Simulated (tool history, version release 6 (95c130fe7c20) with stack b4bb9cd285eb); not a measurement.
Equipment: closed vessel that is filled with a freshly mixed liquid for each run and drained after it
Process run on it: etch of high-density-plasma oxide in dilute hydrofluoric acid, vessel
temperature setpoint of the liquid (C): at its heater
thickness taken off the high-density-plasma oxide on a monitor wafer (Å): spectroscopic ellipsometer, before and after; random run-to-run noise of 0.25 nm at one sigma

run	hour	temperature setpoint of the liquid (C)	parts of water to one part of 49 % hydrofluoric acid (parts by volume)	time in the liquid (s)	thickness taken off the high-density-plasma oxide on a monitor wafer (Å)
1	0	23	110	615	291.48
2	0.9	23	145	615	213.94
3	2.4	23	110	615	293.22
4	6.5	23	110	655	311.75
5	15.3	20.5	110	655	286.28
6	20.5	24	110	655	325.51
7	21.8	25.5	105	655	365.71

Run 8 comes next. What will it give?
8	23.2	29.5	95	655	?

thickness taken off the high-density-plasma oxide on a monitor wafer (Å): 476.24
